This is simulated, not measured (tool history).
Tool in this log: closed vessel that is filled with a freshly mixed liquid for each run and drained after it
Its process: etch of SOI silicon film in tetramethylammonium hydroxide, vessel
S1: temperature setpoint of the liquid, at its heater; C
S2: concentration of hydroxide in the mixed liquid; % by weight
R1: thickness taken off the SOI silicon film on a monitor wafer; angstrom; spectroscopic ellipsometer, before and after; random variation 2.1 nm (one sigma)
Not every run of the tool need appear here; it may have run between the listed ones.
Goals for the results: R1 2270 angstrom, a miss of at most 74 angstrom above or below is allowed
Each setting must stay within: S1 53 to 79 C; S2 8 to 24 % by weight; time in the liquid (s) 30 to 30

{"run": 1, "hour": 0.0, "S1": 66, "S2": 16, "time in the liquid (s)": 30, "R1": 1404.1}
{"run": 2, "hour": 6.4, "S1": 66, "S2": 19, "time in the liquid (s)": 30, "R1": 1303.2}
{"run": 3, "hour": 9.3, "S1": 66, "S2": 19, "time in the liquid (s)": 30, "R1": 1308}
{"run": 4, "hour": 15.7, "S1": 66, "S2": 16.5, "time in the liquid (s)": 30, "R1": 1363}
{"run": 5, "hour": 20.5, "S1": 69, "S2": 16.5, "time in the liquid (s)": 30, "R1": 1652.5}
{"run": 6, "hour": 28.7, "S1": 70.5, "S2": 16.5, "time in the liquid (s)": 30, "R1": 1775.9}
{"run": 7, "hour": 36.5, "S1": 72, "S2": 16.5, "time in the liquid (s)": 30, "R1": 1974.4}
{"run": 8, "hour": 40.0, "S1": 73, "S2": 16.5, "time in the liquid (s)": 30, "R1": 2060.8}
{"run": 9, "hour": 45.0, "S1": 73.5, "S2": 16.5, "time in the liquid (s)": 30, "R1": 2127}

Next run, 4 choices. One meets every target within its allowed miss, the rest don't. Which?
{"run": "A", "hour": 50.0, "S1": 73, "S2": 13, "time in the liquid (s)": 30, "R1": "?"}
{"run": "B", "hour": 50.0, "S1": 72, "S2": 15, "time in the liquid (s)": 30, "R1": "?"}
{"run": "C", "hour": 50.0, "S1": 72.5, "S2": 16.5, "time in the liquid (s)": 30, "R1": "?"}
{"run": "D", "hour": 50.0, "S1": 71, "S2": 13, "time in the liquid (s)": 30, "R1": "?"}

move=A R1=2272
move=B R1=1994.1
move=C R1=1987.8
move=D R1=2023.1
A: all results in spec
B: further off than the last run
C: further off than the last run
D: further off than the last run
Go with A: it meets all targets.
